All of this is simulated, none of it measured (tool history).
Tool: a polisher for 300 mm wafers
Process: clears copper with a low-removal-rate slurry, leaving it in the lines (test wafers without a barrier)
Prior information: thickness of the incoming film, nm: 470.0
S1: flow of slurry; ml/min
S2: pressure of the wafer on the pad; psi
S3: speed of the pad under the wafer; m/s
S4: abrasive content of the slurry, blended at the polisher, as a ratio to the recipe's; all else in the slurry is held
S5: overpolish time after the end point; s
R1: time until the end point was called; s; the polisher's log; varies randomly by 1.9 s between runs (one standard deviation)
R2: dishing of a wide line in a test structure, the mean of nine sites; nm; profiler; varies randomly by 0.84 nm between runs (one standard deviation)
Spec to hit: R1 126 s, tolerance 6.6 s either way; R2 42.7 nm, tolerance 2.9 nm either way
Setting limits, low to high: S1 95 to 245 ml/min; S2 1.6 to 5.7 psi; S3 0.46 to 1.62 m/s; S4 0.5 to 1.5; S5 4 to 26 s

Run 1, hour 0: S1 155 ml/min, S2 3.6 psi, S3 1.04 m/s, S4 1, S5 13 s. Result: R1 150.9 s, R2 27.959 nm.
Run 2, hour 6.8: S1 155 ml/min, S2 3.8 psi, S3 1.04 m/s, S4 1, S5 14 s. Result: R1 147.62 s, R2 29.58 nm.
Run 3, hour 12: S1 155 ml/min, S2 3.8 psi, S3 1.04 m/s, S4 1.1, S5 14 s. Result: R1 141.67 s, R2 30.806 nm.
Run 4, hour 17.4: S1 155 ml/min, S2 3.8 psi, S3 1.04 m/s, S4 1.1, S5 8 s. Result: R1 145.17 s, R2 18.796 nm.
Run 5, hour 23.1: S1 155 ml/min, S2 3.8 psi, S3 1.04 m/s, S4 1.1, S5 5 s. Result: R1 147.23 s, R2 12.354 nm.
Run 6, hour 26.1: S1 155 ml/min, S2 4.1 psi, S3 1.04 m/s, S4 1.1, S5 5 s. Result: R1 139.07 s, R2 13.671 nm.
Run 7, hour 32.7: S1 155 ml/min, S2 4.1 psi, S3 1.04 m/s, S4 1.1, S5 9 s. Result: R1 139.89 s, R2 21.905 nm.
Run 8, hour 37.8: S1 155 ml/min, S2 4.5 psi, S3 1 m/s, S4 1.15, S5 10 s. Result: R1 132.66 s, R2 24.872 nm.
At hour 42: slurry nozzle cleaned.
Run 9, hour 42: S1 155 ml/min, S2 4.5 psi, S3 1 m/s, S4 1.15, S5 10 s. Result: R1 127.18 s, R2 26.701 nm.
Run 10, hour 44.1: S1 150 ml/min, S2 4.6 psi, S3 1 m/s, S4 1.15, S5 16 s. Result: R1 121.55 s, R2 37.85 nm.
Run 11, hour 49.7: S1 155 ml/min, S2 4.5 psi, S3 1 m/s, S4 1.15, S5 16 s. Result: R1 125.86 s, R2 39.509 nm.
Run 12, hour 55.4: S1 160 ml/min, S2 4.5 psi, S3 1 m/s, S4 1.15, S5 16 s. Result: R1 128.61 s, R2 38.762 nm.

Below are 5 possible settings for the next run. Only one of them brings all results inside the allowed miss of their targets. Which is it?
Run A, hour 61.1: S1 160 ml/min, S2 4.5 psi, S3 0.9 m/s, S4 1.05, S5 17 s. Result: R1 ?, R2 ?.
Run B, hour 61.1: S1 165 ml/min, S2 4.4 psi, S3 0.86 m/s, S4 1.05, S5 18 s. Result: R1 ?, R2 ?.
Run C, hour 61.1: S1 190 ml/min, S2 3.9 psi, S3 1 m/s, S4 1, S5 17 s. Result: R1 ?, R2 ?.
Run D, hour 61.1: S1 175 ml/min, S2 4.2 psi, S3 1.02 m/s, S4 1.15, S5 18 s. Result: R1 ?, R2 ?.
Run E, hour 61.1: S1 165 ml/min, S2 4.6 psi, S3 1.1 m/s, S4 1.25, S5 16 s. Result: R1 ?, R2 ?.

move      R1      R2
   A  138.19  36.346
   B  145.73  36.432
   C  134.58  36.912
   D  123.27  41.284
   E  106.84  42.214
A: moves away from the targets compared with the last run
B: moves away from the targets compared with the last run
C: moves away from the targets compared with the last run
D: in spec on every target
E: the worst result of the last run now meets its target, but another is out of spec
D is the move that brings every result within its allowed miss.
